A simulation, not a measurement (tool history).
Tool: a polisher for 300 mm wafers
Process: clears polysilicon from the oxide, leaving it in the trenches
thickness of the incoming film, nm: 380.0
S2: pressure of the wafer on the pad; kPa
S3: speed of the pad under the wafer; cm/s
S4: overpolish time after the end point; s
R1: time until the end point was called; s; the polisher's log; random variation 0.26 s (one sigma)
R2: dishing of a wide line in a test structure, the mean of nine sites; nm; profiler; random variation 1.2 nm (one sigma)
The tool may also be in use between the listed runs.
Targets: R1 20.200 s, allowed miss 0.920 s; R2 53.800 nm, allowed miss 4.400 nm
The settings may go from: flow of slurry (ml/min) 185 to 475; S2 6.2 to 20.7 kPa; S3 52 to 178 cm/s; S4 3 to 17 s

run 1 hour=0.0 | flow_of_slurry_(ml/min)=305 S2=13.1 S3=114 S4=9 | R1=32.212 R2=49.350
run 2 hour=5.5 | flow_of_slurry_(ml/min)=305 S2=13.1 S3=142 S4=9 | R1=25.820 R2=51.448
run 3 hour=13.4 | flow_of_slurry_(ml/min)=305 S2=13.8 S3=142 S4=9 | R1=25.236 R2=53.522
run 4 hour=16.1 | flow_of_slurry_(ml/min)=305 S2=13.8 S3=116 S4=9 | R1=30.321 R2=48.990
run 5 hour=17.2 | flow_of_slurry_(ml/min)=305 S2=13.8 S3=142 S4=9 | R1=25.095 R2=50.607
run 6 hour=23.4 | flow_of_slurry_(ml/min)=305 S2=14.5 S3=142 S4=9 | R1=24.383 R2=54.275
run 7 hour=27.5 | flow_of_slurry_(ml/min)=305 S2=15.2 S3=142 S4=9 | R1=22.808 R2=53.112
run 8 hour=28.4 | flow_of_slurry_(ml/min)=305 S2=15.9 S3=142 S4=9 | R1=21.850 R2=54.377

5 next moves are on the table. One of them brings every result within its allowed miss. Which?
run A hour=29.3 | flow_of_slurry_(ml/min)=475 S2=19.3 S3=114 S4=7 | R1=? R2=?
run B hour=29.3 | flow_of_slurry_(ml/min)=335 S2=18.6 S3=130 S4=8 | R1=? R2=?
run C hour=29.3 | flow_of_slurry_(ml/min)=255 S2=15.9 S3=144 S4=9 | R1=? R2=?
run D hour=29.3 | flow_of_slurry_(ml/min)=320 S2=15.9 S3=128 S4=13 | R1=? R2=?
run E hour=29.3 | flow_of_slurry_(ml/min)=325 S2=16.5 S3=166 S4=7 | R1=? R2=?

move=A R1=21.834 R2=51.164
move=B R1=20.359 R2=53.314
move=C R1=21.955 R2=53.671
move=D R1=24.130 R2=55.307
move=E R1=17.965 R2=53.239
A: as far off as the last run
B: meets every target
C: further off than the last run
D: further off than the last run
E: takes the result that was furthest off past its target
Answer: B
